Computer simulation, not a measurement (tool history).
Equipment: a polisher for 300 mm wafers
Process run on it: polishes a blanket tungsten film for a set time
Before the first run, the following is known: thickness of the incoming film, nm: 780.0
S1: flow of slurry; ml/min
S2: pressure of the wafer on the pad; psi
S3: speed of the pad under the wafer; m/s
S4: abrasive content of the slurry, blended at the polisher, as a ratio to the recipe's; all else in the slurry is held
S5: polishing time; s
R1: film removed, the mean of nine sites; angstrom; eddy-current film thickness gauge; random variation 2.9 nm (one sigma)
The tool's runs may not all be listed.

run,hour,S1,S2,S3,S4,S5,R1
1,0,230,3.9,1.16,1,71,4261.5
2,8.4,230,3.6,1.16,1,71,3977.7
3,11,230,3.3,1.16,1,71,3692.8
4,19.9,230,3.1,1.16,1,71,3475.9
5,28.9,230,2.9,1.16,1,71,3245.6
6,33.7,230,1.9,1.16,1,71,2202.3
7,35.2,235,2.6,1.16,1,71,2943
8,42.1,235,2.6,1.16,1,71,2929.4

The next listed run, before its measurement:
9,46.4,235,2.6,1.16,1,71,?

R1: 2955.2 angstrom

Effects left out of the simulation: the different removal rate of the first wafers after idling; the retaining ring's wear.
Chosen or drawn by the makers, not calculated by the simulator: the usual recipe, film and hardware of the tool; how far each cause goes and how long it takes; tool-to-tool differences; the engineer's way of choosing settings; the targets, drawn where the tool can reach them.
